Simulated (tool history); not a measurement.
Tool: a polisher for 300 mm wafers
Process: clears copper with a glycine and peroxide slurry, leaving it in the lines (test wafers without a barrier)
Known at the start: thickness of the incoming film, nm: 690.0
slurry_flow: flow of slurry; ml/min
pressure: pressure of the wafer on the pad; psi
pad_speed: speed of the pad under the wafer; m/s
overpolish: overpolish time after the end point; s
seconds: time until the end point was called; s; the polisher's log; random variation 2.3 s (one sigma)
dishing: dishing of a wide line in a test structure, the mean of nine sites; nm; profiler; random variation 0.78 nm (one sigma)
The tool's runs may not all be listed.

run  hour  slurry_flow  pressure  pad_speed  overpolish  seconds  dishing
  1     0          130       1.9       1.08          10   205.46    24.47
  2   2.3          130         2       1.08          11   199.41   28.123
  3   3.6          130       1.6       1.08          11   234.34   24.178
  4  12.2          130       1.8       1.08          12   219.92   28.195
  5  18.8          130         2       1.08          12   201.46   30.068
  6    24          130         2       1.08          10   198.46   26.208
  7    29          130       2.1       1.08          11   187.47   29.099

The next listed run, before its measurement:
  8  38.1          130       2.1       1.08          12        ?        ?

{"run 8": {"seconds": 189.28, "dishing": 31.775}}
